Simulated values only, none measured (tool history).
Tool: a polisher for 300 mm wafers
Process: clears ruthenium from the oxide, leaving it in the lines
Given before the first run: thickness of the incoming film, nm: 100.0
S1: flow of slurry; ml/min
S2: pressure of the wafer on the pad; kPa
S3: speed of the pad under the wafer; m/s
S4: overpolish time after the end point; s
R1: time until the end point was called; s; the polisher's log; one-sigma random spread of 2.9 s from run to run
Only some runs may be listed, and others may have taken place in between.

| run | hour | S1 | S2 | S3 | S4 | R1 |
|---|---|---|---|---|---|---|
| 1 | 0.0 | 175 | 10.3 | 1.26 | 35 | 74.558 |
| 2 | 6.1 | 175 | 10.3 | 1.26 | 38 | 77.225 |
| 3 | 10.0 | 215 | 10.3 | 1.26 | 38 | 76.241 |
| 4 | 18.9 | 215 | 12.4 | 1.26 | 38 | 64.478 |
| 5 | 24.2 | 215 | 11.7 | 1.20 | 38 | 70.277 |
| 6 | 29.9 | 215 | 11.0 | 1.16 | 38 | 77.253 |
| 7 | 35.6 | 215 | 11.0 | 1.16 | 38 | 73.096 |

Run 8, settings as shown, results not yet in. Your forecast:
| 8 | 39.9 | 210 | 10.3 | 1.08 | 38 | ? |

R1: 83.714 s
